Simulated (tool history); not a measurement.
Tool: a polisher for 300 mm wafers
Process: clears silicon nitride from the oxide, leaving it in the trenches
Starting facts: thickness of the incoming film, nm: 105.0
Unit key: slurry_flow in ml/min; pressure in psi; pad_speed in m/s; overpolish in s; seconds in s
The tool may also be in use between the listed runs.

run,hour,slurry_flow,pressure,pad_speed,overpolish,seconds
1,0,230,2.9,1.04,22,110.33
2,0.8,190,2.9,1.04,22,115.59
3,8.4,190,3.4,1.04,22,96.259
4,16.4,230,3.4,1.04,22,93.855
5,23.1,230,3.4,1.22,22,80.165
6,24.8,230,3.2,1.2,22,85.477

What does the tool deliver on the next run?
7,28.3,230,3,1.2,22,?

seconds: 94.784 s

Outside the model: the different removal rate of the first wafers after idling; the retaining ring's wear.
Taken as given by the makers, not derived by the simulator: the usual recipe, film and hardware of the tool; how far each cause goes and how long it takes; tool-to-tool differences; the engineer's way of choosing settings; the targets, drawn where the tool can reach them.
